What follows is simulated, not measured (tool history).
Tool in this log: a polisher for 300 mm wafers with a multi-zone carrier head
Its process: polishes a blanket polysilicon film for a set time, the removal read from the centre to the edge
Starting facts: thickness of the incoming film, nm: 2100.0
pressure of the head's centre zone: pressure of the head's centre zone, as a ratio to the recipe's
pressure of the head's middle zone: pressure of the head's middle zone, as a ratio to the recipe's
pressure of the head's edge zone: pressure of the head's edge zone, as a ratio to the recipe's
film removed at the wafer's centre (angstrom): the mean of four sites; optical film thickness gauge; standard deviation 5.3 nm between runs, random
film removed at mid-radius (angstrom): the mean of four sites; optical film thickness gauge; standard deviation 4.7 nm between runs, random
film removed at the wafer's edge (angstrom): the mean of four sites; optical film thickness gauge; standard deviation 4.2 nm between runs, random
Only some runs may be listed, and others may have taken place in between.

run,hour,flow of slurry (ml/min),pressure of the head's centre zone,pressure of the head's middle zone,pressure of the head's edge zone,polishing time (s),film removed at the wafer's centre (angstrom),film removed at mid-radius (angstrom),film removed at the wafer's edge (angstrom)
1,0,305,1,1,1,46,3387.2,3312.3,3169
2,2.5,305,1,1.01,1.01,47,3437.4,3380.1,3217.4
3,5.3,305,1,1.01,1.02,48,3429.1,3422.9,3396.3
4,7.6,305,1.01,1.02,1.02,49,3541.7,3489.3,3411.7
5,16.3,305,1.01,1.03,1.02,50,3569.5,3643.2,3497.3
6,18.6,305,1.02,1.03,1.02,51,3831.5,3750.5,3550.1
7,21.5,305,1.02,1.03,1.03,51,3735.5,3714,3573.9
8,28.1,305,1.02,1.03,1.03,51,3743,3707.4,3584.9
9,29.6,305,1.02,1.04,1.04,51,3714.2,3692.7,3574.4
10,31.8,305,1.02,1.04,1.04,52,3827.4,3877.3,3733.1
11,32.6,305,1.03,1.04,1.04,52,3910,3851.5,3636.5
12,34,305,1.03,1.04,1.05,52,3796.4,3889,3682.7
13,42.2,310,1.05,1.02,1.06,54,4097.3,3900.3,3866.6

Expected results for the next run?
14,45,310,1.05,1.02,1.06,54,?,?,?

film removed at the wafer's centre (angstrom): 4150
film removed at mid-radius (angstrom): 3899.9
film removed at the wafer's edge (angstrom): 3854.5
